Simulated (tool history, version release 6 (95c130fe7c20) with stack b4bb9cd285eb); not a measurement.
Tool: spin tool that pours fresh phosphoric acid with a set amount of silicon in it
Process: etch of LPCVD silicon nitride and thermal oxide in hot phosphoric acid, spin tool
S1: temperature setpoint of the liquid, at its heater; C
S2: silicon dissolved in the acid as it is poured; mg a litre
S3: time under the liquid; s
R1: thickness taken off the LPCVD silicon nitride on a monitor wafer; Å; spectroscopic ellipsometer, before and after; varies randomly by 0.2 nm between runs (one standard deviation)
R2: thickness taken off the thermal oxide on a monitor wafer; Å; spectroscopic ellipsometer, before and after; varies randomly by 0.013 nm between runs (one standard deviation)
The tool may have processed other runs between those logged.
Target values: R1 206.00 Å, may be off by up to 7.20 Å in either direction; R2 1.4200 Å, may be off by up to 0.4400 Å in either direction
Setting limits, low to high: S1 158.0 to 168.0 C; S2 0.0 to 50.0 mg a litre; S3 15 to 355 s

Run 1, hour 0.0: S1 163.0 C, S2 23.5 mg a litre, S3 180 s. Result: R1 180.85 Å, R2 3.7366 Å.
Run 2, hour 2.1: S1 162.5 C, S2 30.5 mg a litre, S3 190 s. Result: R1 185.75 Å, R2 2.7971 Å.
Run 3, hour 10.6: S1 162.5 C, S2 35.5 mg a litre, S3 195 s. Result: R1 187.22 Å, R2 2.2378 Å.
Run 4, hour 15.4: S1 161.0 C, S2 35.5 mg a litre, S3 195 s. Result: R1 182.87 Å, R2 1.9592 Å.
Run 5, hour 19.5: S1 161.0 C, S2 42.5 mg a litre, S3 195 s. Result: R1 179.06 Å, R2 1.2458 Å.
Run 6, hour 27.9: S1 160.0 C, S2 42.5 mg a litre, S3 195 s. Result: R1 176.53 Å, R2 1.1259 Å.
Run 7, hour 31.7: S1 160.5 C, S2 43.0 mg a litre, S3 200 s. Result: R1 179.08 Å, R2 1.4036 Å.
Run 8, hour 33.3: S1 160.5 C, S2 44.5 mg a litre, S3 205 s. Result: R1 186.70 Å, R2 1.0660 Å.

Which one of the following 4 next-run settings gets every result inside its allowed miss? There is exactly one.
Run A, hour 34.9: S1 160.0 C, S2 47.5 mg a litre, S3 195 s. Result: R1 ?, R2 ?.
Run B, hour 34.9: S1 160.5 C, S2 43.0 mg a litre, S3 175 s. Result: R1 ?, R2 ?.
Run C, hour 34.9: S1 159.5 C, S2 43.0 mg a litre, S3 235 s. Result: R1 ?, R2 ?.
Run D, hour 34.9: S1 164.0 C, S2 43.0 mg a litre, S3 160 s. Result: R1 ?, R2 ?.

move      R1      R2
   A  173.38  1.0007
   B  158.23  1.0702
   C  205.46  1.3345
   D  162.52  1.2648
A: moves away from the targets compared with the last run
B: moves away from the targets compared with the last run
C: all results in spec
D: moves away from the targets compared with the last run
C meets every target.
